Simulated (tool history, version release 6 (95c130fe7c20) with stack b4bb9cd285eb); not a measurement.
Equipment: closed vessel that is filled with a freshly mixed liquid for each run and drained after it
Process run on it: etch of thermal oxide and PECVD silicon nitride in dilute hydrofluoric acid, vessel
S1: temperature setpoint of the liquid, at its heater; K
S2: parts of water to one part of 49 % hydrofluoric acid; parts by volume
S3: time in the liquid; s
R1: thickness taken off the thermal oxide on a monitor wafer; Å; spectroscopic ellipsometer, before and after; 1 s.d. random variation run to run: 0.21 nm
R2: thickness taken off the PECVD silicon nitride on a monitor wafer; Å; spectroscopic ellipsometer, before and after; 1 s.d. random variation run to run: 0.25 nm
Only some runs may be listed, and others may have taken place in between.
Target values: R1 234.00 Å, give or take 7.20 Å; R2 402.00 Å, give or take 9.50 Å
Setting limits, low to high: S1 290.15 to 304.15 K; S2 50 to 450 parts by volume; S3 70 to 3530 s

{"run": 1, "hour": 0.0, "S1": 296.15, "S2": 250, "S3": 1800, "R1": 294.03, "R2": 420.58}
{"run": 2, "hour": 0.7, "S1": 296.15, "S2": 250, "S3": 2515, "R1": 412.81, "R2": 583.15}
{"run": 3, "hour": 7.9, "S1": 296.65, "S2": 300, "S3": 2620, "R1": 344.21, "R2": 520.95}
{"run": 4, "hour": 12.3, "S1": 296.65, "S2": 335, "S3": 2705, "R1": 309.06, "R2": 480.71}
{"hour": 13.4, "done": "thermometer replaced"}
{"run": 5, "hour": 13.4, "S1": 296.65, "S2": 375, "S3": 2705, "R1": 257.35, "R2": 404.62}
{"run": 6, "hour": 20.5, "S1": 296.65, "S2": 375, "S3": 2010, "R1": 191.14, "R2": 301.2}
{"run": 7, "hour": 21.2, "S1": 297.65, "S2": 370, "S3": 1995, "R1": 199.05, "R2": 325.65}
{"run": 8, "hour": 25.1, "S1": 298.15, "S2": 360, "S3": 1980, "R1": 209.43, "R2": 336.31}
{"run": 9, "hour": 28.1, "S1": 299.15, "S2": 360, "S3": 1985, "R1": 216.4, "R2": 361.22}
{"run": 10, "hour": 29.5, "S1": 299.65, "S2": 355, "S3": 1980, "R1": 225.12, "R2": 372.53}

5 next moves are on the table. One of them brings every result within its allowed miss. Which?
{"run": "A", "hour": 30.9, "S1": 295.65, "S2": 270, "S3": 1715, "R1": "?", "R2": "?"}
{"run": "B", "hour": 30.9, "S1": 299.65, "S2": 385, "S3": 2300, "R1": "?", "R2": "?"}
{"run": "C", "hour": 30.9, "S1": 300.15, "S2": 315, "S3": 1660, "R1": "?", "R2": "?"}
{"run": "D", "hour": 30.9, "S1": 299.15, "S2": 370, "S3": 2075, "R1": "?", "R2": "?"}
{"run": "E", "hour": 30.9, "S1": 303.15, "S2": 300, "S3": 1305, "R1": "?", "R2": "?"}

move=A R1=239.18 R2=335.55
move=B R1=230.78 R2=402.43
move=C R1=221.68 R2=366.16
move=D R1=216.25 R2=367.05
move=E R1=205.06 R2=360.20
A: further off than the last run
B: every result lands within tolerance
C: further off than the last run
D: further off than the last run
E: further off than the last run
Go with B: it meets all targets.

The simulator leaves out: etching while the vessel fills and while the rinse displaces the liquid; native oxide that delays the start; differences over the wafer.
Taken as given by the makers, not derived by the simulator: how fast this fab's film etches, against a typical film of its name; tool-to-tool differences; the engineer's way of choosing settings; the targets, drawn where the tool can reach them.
